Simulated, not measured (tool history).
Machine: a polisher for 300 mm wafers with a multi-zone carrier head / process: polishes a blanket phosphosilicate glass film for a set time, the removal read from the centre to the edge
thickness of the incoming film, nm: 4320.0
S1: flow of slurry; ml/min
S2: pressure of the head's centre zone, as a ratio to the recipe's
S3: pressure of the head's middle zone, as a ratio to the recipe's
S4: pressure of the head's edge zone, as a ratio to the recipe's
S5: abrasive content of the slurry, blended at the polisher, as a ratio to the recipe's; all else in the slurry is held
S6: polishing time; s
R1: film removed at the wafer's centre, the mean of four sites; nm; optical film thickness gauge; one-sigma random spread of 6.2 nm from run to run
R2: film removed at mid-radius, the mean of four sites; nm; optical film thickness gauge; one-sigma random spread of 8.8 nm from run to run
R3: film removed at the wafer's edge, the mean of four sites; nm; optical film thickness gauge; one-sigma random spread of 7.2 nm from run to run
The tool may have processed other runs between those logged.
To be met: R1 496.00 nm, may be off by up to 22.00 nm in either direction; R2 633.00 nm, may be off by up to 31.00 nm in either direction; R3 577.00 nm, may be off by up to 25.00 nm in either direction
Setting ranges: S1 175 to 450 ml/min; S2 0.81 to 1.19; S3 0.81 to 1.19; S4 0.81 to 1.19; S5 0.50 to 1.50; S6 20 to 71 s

run 1 hour=0.0 | S1=290 S2=1.00 S3=1.00 S4=1.00 S5=1.00 S6=45 | R1=486.28 R2=475.91 R3=492.75
run 2 hour=7.0 | S1=290 S2=1.00 S3=1.00 S4=1.08 S5=1.00 S6=45 | R1=481.52 R2=490.05 R3=519.12
run 3 hour=15.1 | S1=290 S2=1.00 S3=1.02 S4=1.09 S5=1.00 S6=45 | R1=480.44 R2=484.95 R3=513.54
run 4 hour=20.4 | S1=290 S2=1.04 S3=1.02 S4=1.09 S5=1.00 S6=45 | R1=512.54 R2=480.11 R3=514.28
run 5 hour=23.5 | S1=290 S2=1.03 S3=1.04 S4=1.09 S5=1.05 S6=45 | R1=509.70 R2=509.40 R3=515.69
-- hour=31.9 edge zone pressure recalibrated
run 6 hour=31.9 | S1=290 S2=1.02 S3=1.05 S4=1.10 S5=1.10 S6=45 | R1=512.82 R2=514.41 R3=534.53
run 7 hour=37.2 | S1=290 S2=1.02 S3=1.05 S4=1.10 S5=1.10 S6=45 | R1=513.78 R2=521.56 R3=516.53
run 8 hour=39.1 | S1=290 S2=1.00 S3=1.05 S4=1.11 S5=1.15 S6=45 | R1=512.64 R2=524.07 R3=537.23
run 9 hour=40.3 | S1=290 S2=0.99 S3=1.06 S4=1.11 S5=1.15 S6=45 | R1=516.67 R2=540.33 R3=533.11

Which single option among these 5 for the next run brings every result within its allowed miss of target? Just one does.
run A hour=41.5 | S1=320 S2=1.10 S3=1.13 S4=1.11 S5=1.40 S6=38 | R1=? R2=? R3=?
run B hour=41.5 | S1=265 S2=0.89 S3=1.18 S4=1.11 S5=1.20 S6=48 | R1=? R2=? R3=?
run C hour=41.5 | S1=220 S2=1.08 S3=1.18 S4=1.02 S5=1.25 S6=45 | R1=? R2=? R3=?
run D hour=41.5 | S1=255 S2=0.96 S3=1.19 S4=0.86 S5=1.40 S6=43 | R1=? R2=? R3=?
run E hour=41.5 | S1=360 S2=0.97 S3=1.12 S4=1.07 S5=1.05 S6=51 | R1=? R2=? R3=?

move=A R1=526.39 R2=522.71 R3=503.77
move=B R1=494.24 R2=632.51 R3=589.12
move=C R1=556.37 R2=586.97 R3=528.79
move=D R1=504.96 R2=603.37 R3=496.63
move=E R1=560.06 R2=626.32 R3=595.64
A: moves away from the targets compared with the last run
B: hits every target within its allowed miss
C: better than the last run, though not everything is in spec
D: corrects the largest miss of the last run, while another result sits out of spec
E: corrects the largest miss of the last run, while another result sits out of spec
Answer: B

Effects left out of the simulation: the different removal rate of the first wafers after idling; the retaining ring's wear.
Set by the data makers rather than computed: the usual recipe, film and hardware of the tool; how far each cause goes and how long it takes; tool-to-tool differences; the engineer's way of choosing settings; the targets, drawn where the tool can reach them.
